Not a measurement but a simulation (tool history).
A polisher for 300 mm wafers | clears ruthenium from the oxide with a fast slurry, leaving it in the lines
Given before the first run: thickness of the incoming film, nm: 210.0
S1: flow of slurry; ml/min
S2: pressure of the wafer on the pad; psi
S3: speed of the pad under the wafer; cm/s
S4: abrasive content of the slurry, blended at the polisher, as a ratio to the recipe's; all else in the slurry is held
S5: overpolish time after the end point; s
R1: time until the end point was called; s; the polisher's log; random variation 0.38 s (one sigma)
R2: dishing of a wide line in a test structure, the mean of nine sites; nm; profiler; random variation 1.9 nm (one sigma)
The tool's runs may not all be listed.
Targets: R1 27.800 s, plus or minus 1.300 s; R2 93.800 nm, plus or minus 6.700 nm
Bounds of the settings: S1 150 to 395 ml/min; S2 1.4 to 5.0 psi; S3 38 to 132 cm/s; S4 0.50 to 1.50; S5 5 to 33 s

run 1 hour=0.0 | S1=250 S2=3.2 S3=84 S4=1.00 S5=17 | R1=48.348 R2=51.199
run 2 hour=8.6 | S1=250 S2=3.4 S3=84 S4=1.00 S5=17 | R1=45.852 R2=53.532
run 3 hour=12.5 | S1=250 S2=3.4 S3=84 S4=1.00 S5=21 | R1=44.094 R2=63.341
run 4 hour=19.3 | S1=220 S2=3.4 S3=84 S4=1.00 S5=21 | R1=47.344 R2=63.877
run 5 hour=24.7 | S1=220 S2=3.4 S3=94 S4=1.00 S5=21 | R1=41.017 R2=68.542
run 6 hour=27.6 | S1=220 S2=3.4 S3=94 S4=0.90 S5=21 | R1=43.486 R2=65.497
run 7 hour=35.5 | S1=230 S2=3.6 S3=94 S4=0.90 S5=21 | R1=41.435 R2=69.354
run 8 hour=42.6 | S1=240 S2=3.8 S3=94 S4=0.90 S5=21 | R1=39.121 R2=75.112
run 9 hour=46.0 | S1=250 S2=3.9 S3=94 S4=0.90 S5=20 | R1=37.749 R2=69.209
run 10 hour=49.3 | S1=255 S2=4.0 S3=94 S4=0.90 S5=20 | R1=37.967 R2=71.346
run 11 hour=56.9 | S1=255 S2=4.1 S3=96 S4=0.90 S5=20 | R1=35.059 R2=76.505
run 12 hour=63.3 | S1=255 S2=4.1 S3=96 S4=0.90 S5=20 | R1=35.107 R2=72.227
run 13 hour=68.7 | S1=255 S2=4.1 S3=96 S4=0.90 S5=20 | R1=35.177 R2=74.994
run 14 hour=70.9 | S1=255 S2=4.2 S3=96 S4=0.90 S5=20 | R1=34.303 R2=78.112
run 15 hour=75.7 | S1=255 S2=4.3 S3=96 S4=0.90 S5=20 | R1=34.371 R2=78.638
run 16 hour=76.6 | S1=260 S2=4.4 S3=96 S4=0.90 S5=20 | R1=33.174 R2=77.327
-- hour=78.4 head pressure recalibrated
run 17 hour=78.4 | S1=260 S2=4.5 S3=96 S4=0.90 S5=20 | R1=31.321 R2=84.025
run 18 hour=79.6 | S1=260 S2=4.6 S3=96 S4=0.90 S5=20 | R1=31.102 R2=83.927
run 19 hour=88.3 | S1=260 S2=4.7 S3=96 S4=0.90 S5=20 | R1=29.402 R2=82.720

Of the 5 settings listed for the next run, only one would bring every result within its allowed miss of target. Which one?
run A hour=97.0 | S1=230 S2=4.4 S3=92 S4=1.10 S5=24 | R1=? R2=?
run B hour=97.0 | S1=320 S2=3.3 S3=122 S4=0.80 S5=22 | R1=? R2=?
run C hour=97.0 | S1=305 S2=5.0 S3=98 S4=0.85 S5=22 | R1=? R2=?
run D hour=97.0 | S1=260 S2=4.2 S3=100 S4=0.75 S5=19 | R1=? R2=?
run E hour=97.0 | S1=365 S2=4.4 S3=108 S4=0.95 S5=16 | R1=? R2=?

move=A R1=31.137 R2=90.990
move=B R1=33.660 R2=81.511
move=C R1=28.270 R2=91.551
move=D R1=34.542 R2=72.087
move=E R1=27.243 R2=75.598
A: brings the result that was furthest off to its target, and leaves another outside
B: lands further from the targets than the last run did
C: each result inside its tolerance
D: lands further from the targets than the last run did
E: lands further from the targets than the last run did
Move C is the one to make.

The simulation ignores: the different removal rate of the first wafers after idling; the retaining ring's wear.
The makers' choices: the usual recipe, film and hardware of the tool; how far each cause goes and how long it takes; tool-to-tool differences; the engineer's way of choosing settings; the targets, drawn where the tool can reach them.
